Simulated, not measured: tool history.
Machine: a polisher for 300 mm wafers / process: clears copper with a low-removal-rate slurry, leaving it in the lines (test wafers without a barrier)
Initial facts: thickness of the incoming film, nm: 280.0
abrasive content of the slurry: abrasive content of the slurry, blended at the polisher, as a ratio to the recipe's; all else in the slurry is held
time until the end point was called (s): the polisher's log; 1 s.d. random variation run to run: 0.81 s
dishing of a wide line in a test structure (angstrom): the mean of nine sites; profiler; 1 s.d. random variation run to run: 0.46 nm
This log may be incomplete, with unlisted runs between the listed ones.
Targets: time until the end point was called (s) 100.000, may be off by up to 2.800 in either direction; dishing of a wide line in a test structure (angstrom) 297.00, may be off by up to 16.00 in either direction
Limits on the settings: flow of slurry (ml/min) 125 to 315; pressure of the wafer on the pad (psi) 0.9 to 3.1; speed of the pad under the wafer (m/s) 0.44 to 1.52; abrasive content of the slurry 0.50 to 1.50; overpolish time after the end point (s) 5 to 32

run    day  flow of slurry (ml/min)  pressure of the wafer on the pad (psi)  speed of the pad under the wafer (m/s)  abrasive content of the slurry  overpolish time after the end point (s)  time until the end point was called (s)  dishing of a wide line in a test structure (angstrom)
  1  0.000                      205                                     2.0                                    0.98                            1.00                                       16                                  124.000                                                 223.38
  2  0.275                      210                                     2.1                                    0.98                            1.00                                       16                                  116.740                                                 232.14
  3  0.479                      215                                     2.2                                    0.98                            1.00                                       17                                  111.290                                                 247.34
  4  0.608                      215                                     2.2                                    0.98                            1.00                                       22                                  112.540                                                 309.79
  5  0.817                      215                                     2.5                                    0.98                            1.00                                       22                                   98.165                                                 346.32
  6  1.017                      215                                     2.9                                    0.98                            1.00                                       22                                   84.951                                                 371.74
  7  1.338                      210                                     2.8                                    0.98                            1.00                                       21                                   87.838                                                 355.01
  8  1.575                      205                                     2.7                                    0.98                            1.00                                       21                                   91.853                                                 345.77
  9  1.675                      200                                     2.7                                    0.98                            1.00                                       21                                   92.330                                                 353.81
 10  1.708                      205                                     2.7                                    0.98                            1.00                                       21                                   90.270                                                 350.06

Consider the 4 candidate settings below. Which is the only one whose results all fall within their allowed miss of target?
  A  1.742                      165                                     2.8                                    0.96                            0.75                                       18                                        ?                                                      ?
  B  1.742                      215                                     2.9                                    1.08                            1.05                                       26                                        ?                                                      ?
  C  1.742                      190                                     3.1                                    0.82                            1.05                                       20                                        ?                                                      ?
  D  1.742                      215                                     2.5                                    0.96                            1.00                                       21                                        ?                                                      ?

move  time until the end point was called (s)  dishing of a wide line in a test structure (angstrom)
   A                                   99.518                                                 289.84
   B                                   76.349                                                 437.30
   C                                   95.060                                                 324.84
   D                                  100.060                                                 320.01
A: meets every target
B: lands further from the targets than the last run did
C: gains on the last run, yet a result remains outside its allowed miss
D: puts the biggest miss on target and leaves a different result outside tolerance
The right move is A.
